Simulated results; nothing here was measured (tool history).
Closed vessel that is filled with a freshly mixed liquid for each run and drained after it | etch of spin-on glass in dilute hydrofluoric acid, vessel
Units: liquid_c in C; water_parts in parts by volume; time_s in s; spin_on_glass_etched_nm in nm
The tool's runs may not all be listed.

{"run": 1, "hour": 0.0, "liquid_c": 21.0, "water_parts": 50, "time_s": 100, "spin_on_glass_etched_nm": 102.95}
{"run": 2, "hour": 6.5, "liquid_c": 21.0, "water_parts": 65, "time_s": 100, "spin_on_glass_etched_nm": 76.9}
{"run": 3, "hour": 9.7, "liquid_c": 21.0, "water_parts": 65, "time_s": 100, "spin_on_glass_etched_nm": 77.487}
{"run": 4, "hour": 18.1, "liquid_c": 21.0, "water_parts": 60, "time_s": 100, "spin_on_glass_etched_nm": 85.329}
{"run": 5, "hour": 26.7, "liquid_c": 18.0, "water_parts": 60, "time_s": 100, "spin_on_glass_etched_nm": 74.89}
{"run": 6, "hour": 32.2, "liquid_c": 17.0, "water_parts": 60, "time_s": 100, "spin_on_glass_etched_nm": 71.655}
{"run": 7, "hour": 39.7, "liquid_c": 17.0, "water_parts": 65, "time_s": 100, "spin_on_glass_etched_nm": 64.345}

Forecast run 8:
{"run": 8, "hour": 44.3, "liquid_c": 17.5, "water_parts": 65, "time_s": 100, "spin_on_glass_etched_nm": "?"}

Run 8 gave spin_on_glass_etched_nm 66.773 nm.
